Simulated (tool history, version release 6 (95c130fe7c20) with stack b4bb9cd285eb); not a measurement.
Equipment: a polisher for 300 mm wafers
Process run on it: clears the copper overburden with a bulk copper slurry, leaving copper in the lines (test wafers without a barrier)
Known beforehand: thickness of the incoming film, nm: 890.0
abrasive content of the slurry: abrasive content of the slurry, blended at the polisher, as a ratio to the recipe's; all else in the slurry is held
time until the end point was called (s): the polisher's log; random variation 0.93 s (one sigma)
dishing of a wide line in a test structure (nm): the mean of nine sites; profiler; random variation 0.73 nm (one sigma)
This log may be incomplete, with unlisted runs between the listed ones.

| run | hour | flow of slurry (ml/min) | pressure of the wafer on the pad (kPa) | speed of the pad under the wafer (cm/s) | abrasive content of the slurry | overpolish time after the end point (s) | time until the end point was called (s) | dishing of a wide line in a test structure (nm) |
|---|---|---|---|---|---|---|---|---|
| 1 | 0 | 190 | 19.3 | 136 | 1 | 27 | 60.408 | 54.263 |
| 2 | 7.6 | 190 | 17.2 | 148 | 1 | 23 | 59.929 | 54.608 |
| 3 | 15.8 | 210 | 15.9 | 150 | 1.1 | 30 | 61.156 | 53.121 |
| 4 | 22.5 | 230 | 14.5 | 152 | 1.2 | 35 | 63.537 | 51.944 |
| 5 | 27.8 | 245 | 13.1 | 156 | 1.25 | 39 | 65.681 | 52.79 |
| 6 | 36.7 | 245 | 9.7 | 156 | 1.25 | 39 | 80.671 | 50.225 |
| 7 | 42 | 250 | 9 | 190 | 1.3 | 26 | 69.209 | 49.86 |
| 8 | 49.2 | 260 | 9 | 204 | 1.3 | 13 | 63.737 | 47.52 |

What does the tool deliver on the next run?
| 9 | 50.7 | 270 | 9 | 202 | 1.3 | 12 | ? | ? |

{"run 9": {"time until the end point was called (s)": 64.553, "dishing of a wide line in a test structure (nm)": 46.658}}
